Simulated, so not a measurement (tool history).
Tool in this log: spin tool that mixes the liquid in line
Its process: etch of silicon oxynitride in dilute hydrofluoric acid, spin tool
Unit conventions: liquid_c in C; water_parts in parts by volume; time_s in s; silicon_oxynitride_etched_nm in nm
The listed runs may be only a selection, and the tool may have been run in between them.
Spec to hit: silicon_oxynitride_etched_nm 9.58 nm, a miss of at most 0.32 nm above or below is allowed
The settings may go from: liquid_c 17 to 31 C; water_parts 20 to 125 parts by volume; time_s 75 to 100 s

run	day	liquid_c	water_parts	time_s	silicon_oxynitride_etched_nm
1	0	23	70	100	6.1663
2	0.321	24	70	100	6.4664
3	0.571	24.5	70	100	6.6617
4	0.796	24.5	70	75	4.9337
5	1.029	25	65	75	5.446
6	1.15	25	50	75	7.2416
7	1.512	25.5	50	75	7.6314
8	1.796	29.5	50	75	8.9677

Below are 5 possible settings for the next run. Only one of them brings all results inside the allowed miss of their targets. Which is it?
A	2.079	31	70	95	?
B	2.079	30.5	60	80	?
C	2.079	30	55	85	?
D	2.079	28.5	55	100	?
E	2.079	31	60	95	?

move	silicon_oxynitride_etched_nm
A	8.5778
B	8.3255
C	9.4793
D	10.398
E	10.116
A: the biggest miss grows against the last run
B: the biggest miss grows against the last run
C: meets every target
D: takes the result that was furthest off past its target
E: takes the result that was furthest off past its target
C meets every target.
